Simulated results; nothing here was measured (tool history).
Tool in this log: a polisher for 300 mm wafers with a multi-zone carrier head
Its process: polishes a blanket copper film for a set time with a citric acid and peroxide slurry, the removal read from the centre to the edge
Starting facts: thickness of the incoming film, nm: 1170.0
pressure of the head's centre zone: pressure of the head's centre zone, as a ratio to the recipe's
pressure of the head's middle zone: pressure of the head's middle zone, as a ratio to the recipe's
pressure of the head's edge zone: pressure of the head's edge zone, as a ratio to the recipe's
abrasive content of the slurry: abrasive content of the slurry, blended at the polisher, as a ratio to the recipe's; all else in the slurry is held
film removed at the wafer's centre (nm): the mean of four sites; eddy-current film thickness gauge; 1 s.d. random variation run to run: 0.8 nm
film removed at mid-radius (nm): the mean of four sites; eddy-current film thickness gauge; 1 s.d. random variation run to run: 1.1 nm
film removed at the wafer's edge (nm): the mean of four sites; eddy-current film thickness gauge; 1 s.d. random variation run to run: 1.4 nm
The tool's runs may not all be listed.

run,day,flow of slurry (ml/min),pressure of the head's centre zone,pressure of the head's middle zone,pressure of the head's edge zone,abrasive content of the slurry,polishing time (s),film removed at the wafer's centre (nm),film removed at mid-radius (nm),film removed at the wafer's edge (nm)
1,0.000,290,1.00,1.00,1.00,1.00,75,182.74,187.94,190.77
2,0.100,290,1.00,1.00,1.00,1.00,91,220.23,226.55,226.36
3,0.208,285,0.99,0.96,0.98,0.85,82,192.96,192.59,199.16
4,0.254,280,0.98,0.93,0.96,0.75,74,168.43,163.59,174.04
5,0.579,320,0.98,0.93,0.96,0.75,74,171.25,171.83,170.12
6,0.933,320,0.98,0.93,0.96,0.85,74,174.69,170.79,176.71
7,1.250,310,0.97,0.90,0.94,0.75,69,156.32,151.51,162.21
8,1.342,310,0.97,0.88,0.93,0.70,65,147.07,136.96,148.37
9,1.696,305,0.96,0.86,0.91,0.65,64,139.96,133.28,141.05
10,1.929,285,0.96,0.85,0.91,0.60,63,135.11,127.70,139.26

Expected results for the next run?
11,2.167,270,0.96,0.84,0.91,0.55,62,?,?,?

{"run 11": {"film removed at the wafer's centre (nm)": 130.1, "film removed at mid-radius (nm)": 119.51, "film removed at the wafer's edge (nm)": 132.5}}
